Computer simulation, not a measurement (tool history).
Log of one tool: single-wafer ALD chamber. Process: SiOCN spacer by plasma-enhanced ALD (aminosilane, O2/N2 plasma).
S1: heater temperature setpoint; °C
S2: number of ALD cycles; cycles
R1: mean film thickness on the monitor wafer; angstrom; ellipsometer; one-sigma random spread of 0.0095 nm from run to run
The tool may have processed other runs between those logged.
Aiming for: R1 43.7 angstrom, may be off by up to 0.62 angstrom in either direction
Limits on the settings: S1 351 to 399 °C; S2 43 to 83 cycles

run 1 hour=0 | S1=375 S2=63 | R1=39.222
run 2 hour=3.7 | S1=375 S2=64 | R1=39.84
run 3 hour=10.1 | S1=375 S2=65 | R1=40.602
run 4 hour=14.7 | S1=369 S2=65 | R1=40.509
run 5 hour=22.4 | S1=369 S2=56 | R1=34.834
run 6 hour=28.3 | S1=361 S2=56 | R1=34.839
run 7 hour=35.8 | S1=361 S2=59 | R1=36.922
run 8 hour=43.9 | S1=361 S2=61 | R1=38.104

Of the 5 settings listed for the next run, only one would bring every result within its allowed miss of target. Which one?
run A hour=52 | S1=360 S2=70 | R1=?
run B hour=52 | S1=368 S2=68 | R1=?
run C hour=52 | S1=362 S2=54 | R1=?
run D hour=52 | S1=369 S2=75 | R1=?
run E hour=52 | S1=365 S2=50 | R1=?

move=A R1=43.574
move=B R1=42.329
move=C R1=33.614
move=D R1=46.687
move=E R1=31.124
A: all results in spec
B: gains on the last run, yet a result remains outside its allowed miss
C: moves away from the targets compared with the last run
D: carries the result that was furthest off beyond its target, to the other side
E: moves away from the targets compared with the last run
So the answer is move A, the one that meets all the targets.

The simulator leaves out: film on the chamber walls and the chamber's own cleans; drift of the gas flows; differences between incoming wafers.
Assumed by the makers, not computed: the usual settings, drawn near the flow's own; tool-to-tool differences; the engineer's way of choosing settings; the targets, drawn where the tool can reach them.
